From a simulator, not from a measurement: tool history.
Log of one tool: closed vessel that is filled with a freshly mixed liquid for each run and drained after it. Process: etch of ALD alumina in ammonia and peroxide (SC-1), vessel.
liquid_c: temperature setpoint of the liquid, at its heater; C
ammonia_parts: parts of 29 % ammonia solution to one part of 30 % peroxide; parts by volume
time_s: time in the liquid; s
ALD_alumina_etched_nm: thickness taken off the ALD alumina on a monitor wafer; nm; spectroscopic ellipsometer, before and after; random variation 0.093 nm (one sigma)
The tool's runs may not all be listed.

run	hour	liquid_c	ammonia_parts	time_s	ALD_alumina_etched_nm
1	0.0	59.0	0.8	320	22.821
2	1.4	59.0	1.1	320	23.184
3	2.6	57.5	1.1	320	21.800
4	8.6	57.5	1.2	320	21.727
5	14.0	54.5	1.2	320	18.774
6	21.8	53.5	1.2	320	17.423

Forecast run 7:
7	26.3	52.5	1.2	320	?

Run 7 gave ALD_alumina_etched_nm 16.779 nm.
